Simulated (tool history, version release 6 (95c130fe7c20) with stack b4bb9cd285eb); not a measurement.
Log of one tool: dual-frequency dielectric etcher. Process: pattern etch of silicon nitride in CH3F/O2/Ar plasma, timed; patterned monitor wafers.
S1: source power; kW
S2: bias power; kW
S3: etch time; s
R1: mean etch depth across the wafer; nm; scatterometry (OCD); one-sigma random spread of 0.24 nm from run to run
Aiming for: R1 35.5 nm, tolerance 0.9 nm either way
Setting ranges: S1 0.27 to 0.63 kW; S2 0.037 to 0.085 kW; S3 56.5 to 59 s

run    day    S1     S2    S3      R1
  1      0  0.45  0.061  56.5  41.989
  2    0.1  0.38  0.061  56.5  39.785
  3  0.462  0.38  0.069  56.5  42.257
  4  0.662  0.36  0.066  56.5  40.151
  5  0.704  0.34  0.064  56.5  38.591
  6  1.071  0.34  0.064    59  40.375
  7  1.267  0.28  0.052  57.5   33.56
  8   1.45  0.29  0.052  57.5  33.763
  9  1.579   0.3  0.052  57.5  34.366

Exactly one of the 4 candidate moves below puts every result within its allowed miss. Which one?
  A  1.708  0.34  0.054  59   ?
  B  1.708  0.31  0.059  59   ?
  C  1.708  0.32  0.053  58   ?
  D  1.708  0.28   0.05  57   ?

move      R1
   A    37.4
   B  37.871
   C  35.706
   D  32.634
A: the result that was furthest off in the last run now lies on the other side of its target
B: the result that was furthest off in the last run now lies on the other side of its target
C: hits every target within its allowed miss
D: further off than the last run
Go with C: it meets all targets.
